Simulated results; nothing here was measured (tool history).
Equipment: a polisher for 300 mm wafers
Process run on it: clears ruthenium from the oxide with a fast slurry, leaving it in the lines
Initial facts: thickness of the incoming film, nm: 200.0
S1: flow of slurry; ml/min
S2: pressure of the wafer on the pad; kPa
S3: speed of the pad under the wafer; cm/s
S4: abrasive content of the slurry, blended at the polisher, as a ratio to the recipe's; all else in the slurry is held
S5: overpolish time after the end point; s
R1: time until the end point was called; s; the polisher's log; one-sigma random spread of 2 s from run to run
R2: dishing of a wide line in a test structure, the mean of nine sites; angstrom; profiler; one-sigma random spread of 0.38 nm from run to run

run 1 hour=0 | S1=130 S2=13.8 S3=128 S4=1 S5=10 | R1=63.974 R2=258.33
run 2 hour=2.9 | S1=130 S2=11.7 S3=126 S4=1 S5=10 | R1=77.201 R2=231.49
run 3 hour=8.6 | S1=130 S2=11.7 S3=108 S4=1 S5=10 | R1=85.526 R2=200.98
run 4 hour=13.8 | S1=130 S2=11 S3=106 S4=1 S5=10 | R1=90.983 R2=187.24
run 5 hour=16.5 | S1=130 S2=13.1 S3=106 S4=1 S5=10 | R1=80.046 R2=222.31
run 6 hour=18.8 | S1=130 S2=11.7 S3=104 S4=1 S5=10 | R1=90.138 R2=199.04

Predict the results of run 7:
run 7 hour=21.9 | S1=130 S2=11 S3=104 S4=1 S5=10 | R1=? R2=?

R1: 92.457 s
R2: 188.91 angstrom
